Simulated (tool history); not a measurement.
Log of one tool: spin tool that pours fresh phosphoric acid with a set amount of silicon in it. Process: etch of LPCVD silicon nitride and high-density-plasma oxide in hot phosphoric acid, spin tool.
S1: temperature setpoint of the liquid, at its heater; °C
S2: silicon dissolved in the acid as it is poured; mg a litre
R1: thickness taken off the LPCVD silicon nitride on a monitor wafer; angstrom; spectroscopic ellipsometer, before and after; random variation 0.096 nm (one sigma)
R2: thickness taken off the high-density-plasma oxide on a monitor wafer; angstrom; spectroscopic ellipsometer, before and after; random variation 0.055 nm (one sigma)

Run 1, hour 0: S1 159 °C, S2 11 mg a litre, time under the liquid (s) 180. Result: R1 142.6 angstrom, R2 5.8943 angstrom.
Run 2, hour 8.3: S1 159 °C, S2 8 mg a litre, time under the liquid (s) 180. Result: R1 143.04 angstrom, R2 6.4009 angstrom.
Run 3, hour 15.6: S1 159.5 °C, S2 8.5 mg a litre, time under the liquid (s) 185. Result: R1 150.13 angstrom, R2 5.8762 angstrom.
Run 4, hour 18.9: S1 161 °C, S2 8.5 mg a litre, time under the liquid (s) 185. Result: R1 155.8 angstrom, R2 7.1321 angstrom.
Run 5, hour 24.2: S1 161 °C, S2 14.5 mg a litre, time under the liquid (s) 185. Result: R1 156.54 angstrom, R2 6.629 angstrom.
Run 6, hour 29.2: S1 161 °C, S2 14.5 mg a litre, time under the liquid (s) 130. Result: R1 111.44 angstrom, R2 4.3618 angstrom.
Run 7, hour 30.8: S1 161.5 °C, S2 14 mg a litre, time under the liquid (s) 140. Result: R1 121.18 angstrom, R2 5.1815 angstrom.
Run 8, hour 34.9: S1 164 °C, S2 16 mg a litre, time under the liquid (s) 230. Result: R1 214.95 angstrom, R2 9.1793 angstrom.
Run 9, hour 40.3: S1 164 °C, S2 15 mg a litre, time under the liquid (s) 230. Result: R1 217.31 angstrom, R2 10.75 angstrom.

The next listed run, before its measurement:
Run 10, hour 45: S1 164 °C, S2 14.5 mg a litre, time under the liquid (s) 230. Result: R1 ?, R2 ?.

R1: 214.96 angstrom
R2: 10.416 angstrom

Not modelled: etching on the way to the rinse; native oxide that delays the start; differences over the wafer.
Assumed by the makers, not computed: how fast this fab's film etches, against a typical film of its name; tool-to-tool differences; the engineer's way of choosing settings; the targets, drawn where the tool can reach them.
